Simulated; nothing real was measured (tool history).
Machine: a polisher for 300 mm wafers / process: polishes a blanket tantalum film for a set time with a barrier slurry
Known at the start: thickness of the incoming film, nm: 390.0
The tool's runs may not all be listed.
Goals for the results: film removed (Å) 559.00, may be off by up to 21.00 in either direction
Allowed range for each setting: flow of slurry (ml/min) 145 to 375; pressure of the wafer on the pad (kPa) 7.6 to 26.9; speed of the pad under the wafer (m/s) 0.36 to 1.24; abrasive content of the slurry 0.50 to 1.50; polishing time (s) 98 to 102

run  hour  flow of slurry (ml/min)  pressure of the wafer on the pad (kPa)  speed of the pad under the wafer (m/s)  abrasive content of the slurry  polishing time (s)  film removed (Å)
  1   0.0                      240                                    17.2                                    0.80                            1.00                  98           1467.60
  2   2.0                      240                                    16.5                                    0.76                            1.00                  98           1339.80
  3   9.5                      240                                    16.5                                    0.76                            1.15                  98           1381.00
  4  13.6                      240                                    15.9                                    0.72                            1.15                  98           1269.20
  5  18.4                      240                                    15.2                                    0.70                            1.15                  98           1201.60
  6  19.0                      240                                    15.2                                    0.70                            1.15                  98           1192.50
  7  24.2                      240                                    14.5                                    0.68                            1.15                  98           1131.50
  8  30.5                      240                                    13.8                                    0.66                            1.15                  98           1056.80
  9  39.6                      240                                    13.1                                    0.64                            1.15                  98            989.69
 10  45.1                      240                                    12.4                                    0.62                            1.15                  98            894.13
 11  48.7                      240                                    11.7                                    0.60                            1.15                  98            869.36
 12  51.1                      235                                     7.6                                    0.38                            1.10                  98            422.76
 13  55.9                      235                                     8.3                                    0.38                            1.10                  98            452.17

Of the 4 settings listed for the next run, only one would bring every result within its allowed miss of target. Which one?
  A  60.7                      245                                     9.0                                    0.42                            1.25                 102                 ?
  B  60.7                      205                                    11.7                                    0.42                            1.00                  98                 ?
  C  60.7                      190                                     9.7                                    0.50                            1.05                 100                 ?
  D  60.7                      230                                     9.7                                    0.46                            1.15                 102                 ?

move  film removed (Å)
   A            553.41
   B            622.16
   C            602.72
   D            610.31
A: all results land within tolerance of their targets
B: the result that was furthest off in the last run now lies on the other side of its target
C: the result that was furthest off in the last run now lies on the other side of its target
D: the result that was furthest off in the last run now lies on the other side of its target
The move that meets every target is A.
